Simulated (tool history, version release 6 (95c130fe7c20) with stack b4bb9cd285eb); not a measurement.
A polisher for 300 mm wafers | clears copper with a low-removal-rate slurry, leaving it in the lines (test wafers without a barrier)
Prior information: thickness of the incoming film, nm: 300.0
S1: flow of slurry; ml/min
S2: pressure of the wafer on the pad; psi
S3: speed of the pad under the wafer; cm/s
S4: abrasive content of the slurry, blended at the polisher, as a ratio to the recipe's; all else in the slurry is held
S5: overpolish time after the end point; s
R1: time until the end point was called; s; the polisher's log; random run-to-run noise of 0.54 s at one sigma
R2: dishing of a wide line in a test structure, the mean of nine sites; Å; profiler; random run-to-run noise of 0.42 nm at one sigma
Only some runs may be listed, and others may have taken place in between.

{"run": 1, "hour": 0.0, "S1": 300, "S2": 3.7, "S3": 108, "S4": 1, "S5": 16, "R1": 80.733, "R2": 303.54}
{"run": 2, "hour": 5.8, "S1": 300, "S2": 3.9, "S3": 110, "S4": 1, "S5": 15, "R1": 76.674, "R2": 295.55}
{"run": 3, "hour": 11.5, "S1": 300, "S2": 3.6, "S3": 110, "S4": 1, "S5": 15, "R1": 82.647, "R2": 283.54}
{"run": 4, "hour": 15.8, "S1": 295, "S2": 3.8, "S3": 114, "S4": 0.95, "S5": 14, "R1": 75.969, "R2": 292.76}
{"run": 5, "hour": 16.7, "S1": 320, "S2": 4.1, "S3": 112, "S4": 1, "S5": 13, "R1": 70.482, "R2": 286.51}
{"run": 6, "hour": 24.3, "S1": 340, "S2": 4.3, "S3": 112, "S4": 1.05, "S5": 12, "R1": 65.417, "R2": 290.53}
{"run": 7, "hour": 33.2, "S1": 355, "S2": 4.5, "S3": 112, "S4": 1.1, "S5": 11, "R1": 61.8, "R2": 284.34}

Expected results for the next run?
{"run": 8, "hour": 35.9, "S1": 440, "S2": 5.5, "S3": 108, "S4": 1.35, "S5": 5, "R1": "?", "R2": "?"}

{"run 8": {"R1": 49.32, "R2": 187.63}}

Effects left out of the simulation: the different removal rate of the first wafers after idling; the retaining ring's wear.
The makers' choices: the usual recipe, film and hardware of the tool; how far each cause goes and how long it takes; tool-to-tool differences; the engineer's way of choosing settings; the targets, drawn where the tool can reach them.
